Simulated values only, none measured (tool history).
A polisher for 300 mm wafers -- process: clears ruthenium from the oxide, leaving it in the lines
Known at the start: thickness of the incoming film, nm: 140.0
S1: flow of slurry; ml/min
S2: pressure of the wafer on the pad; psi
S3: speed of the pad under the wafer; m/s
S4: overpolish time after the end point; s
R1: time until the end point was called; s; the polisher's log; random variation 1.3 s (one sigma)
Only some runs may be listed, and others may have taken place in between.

Run 1, hour 0: S1 165 ml/min, S2 2.3 psi, S3 0.96 m/s, S4 46 s. Result: R1 117.93 s.
Run 2, hour 2.5: S1 165 ml/min, S2 2.4 psi, S3 0.96 m/s, S4 46 s. Result: R1 114.78 s.
Run 3, hour 3.7: S1 165 ml/min, S2 2.5 psi, S3 0.96 m/s, S4 46 s. Result: R1 113.13 s.
Run 4, hour 12.3: S1 165 ml/min, S2 2.6 psi, S3 0.96 m/s, S4 46 s. Result: R1 111.29 s.
Run 5, hour 20.2: S1 165 ml/min, S2 2.7 psi, S3 0.98 m/s, S4 46 s. Result: R1 106.14 s.
Run 6, hour 26.5: S1 165 ml/min, S2 2.7 psi, S3 0.98 m/s, S4 49 s. Result: R1 105.61 s.

Run 7, settings as shown, results not yet in. Your forecast:
Run 7, hour 33.9: S1 165 ml/min, S2 2.8 psi, S3 0.98 m/s, S4 49 s. Result: R1 ?.

{"run 7": {"R1": 102.75}}
